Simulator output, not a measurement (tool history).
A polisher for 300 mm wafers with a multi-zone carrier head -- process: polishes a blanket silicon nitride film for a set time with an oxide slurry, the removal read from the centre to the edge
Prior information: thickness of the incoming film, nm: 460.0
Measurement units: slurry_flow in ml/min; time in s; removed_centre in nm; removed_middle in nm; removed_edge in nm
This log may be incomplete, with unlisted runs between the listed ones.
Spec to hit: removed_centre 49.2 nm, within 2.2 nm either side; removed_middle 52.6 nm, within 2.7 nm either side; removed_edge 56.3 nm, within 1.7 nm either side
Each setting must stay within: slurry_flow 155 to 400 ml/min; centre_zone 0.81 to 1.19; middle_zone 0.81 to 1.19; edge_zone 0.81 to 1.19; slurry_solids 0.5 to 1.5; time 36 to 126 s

run,hour,slurry_flow,centre_zone,middle_zone,edge_zone,slurry_solids,time,removed_centre,removed_middle,removed_edge
1,0,255,1,1,1,1,81,40.758,42.613,44.465
2,1.2,255,1,1,1,0.85,81,38.165,40.662,41.011
3,4.4,320,1,1,1,0.85,81,39.683,39.101,41.71
4,12.5,320,0.92,1,1,0.85,81,37.399,41.388,41.137
# hour 13.7: edge zone pressure recalibrated
5,13.7,320,0.92,1,0.96,0.85,81,36.394,40.436,38.672
6,16.7,320,0.92,1,0.96,0.85,72,32.828,35.286,34.826
7,20.6,320,0.95,1.04,1,1,73,37.306,40.857,38.7
8,23.1,320,0.95,1.04,1,1,73,36.886,41.273,38.884
9,28.3,315,0.97,1.03,1.05,1.1,74,40.024,43.586,42.242
10,29.2,315,0.97,1.03,1.05,1.1,74,40.236,44.531,42.446
11,29.8,295,0.98,0.99,1.09,1.2,75,42.625,44.677,44.776
12,37,260,0.98,0.97,1.12,1.3,78,44.178,46.009,48.53
13,41.4,245,0.98,0.97,1.13,1.35,80,45.989,48.661,50.329
14,46.2,240,0.97,0.96,1.14,1.4,81,48.516,47.509,52.05
15,50.9,230,0.94,0.98,1.16,1.4,82,45.214,49.153,52.968
16,55,240,0.94,0.98,1.17,1.4,82,47.68,50.587,53.07
17,57.7,235,0.92,0.96,1.19,1.5,83,46.494,50.227,55.219

Which of these 5 next moves meets every target?
A,60.4,230,0.84,1.01,1.17,1.45,83,?,?,?
B,60.4,220,0.95,0.99,1.17,1.5,85,?,?,?
C,60.4,180,1.05,1.09,1.17,1.4,83,?,?,?
D,60.4,195,0.85,1.02,1.09,1.45,87,?,?,?
E,60.4,240,0.85,1.14,1.13,1.4,88,?,?,?

move,removed_centre,removed_middle,removed_edge
A,43.396,52.362,55.122
B,50.432,53.051,56.932
C,51.129,53.029,52.828
D,44.802,54.028,54.937
E,46.243,61.065,56.876
A: further off than the last run
B: each result inside its tolerance
C: puts the biggest miss on target and leaves a different result outside tolerance
D: further off than the last run
E: further off than the last run
Answer: B
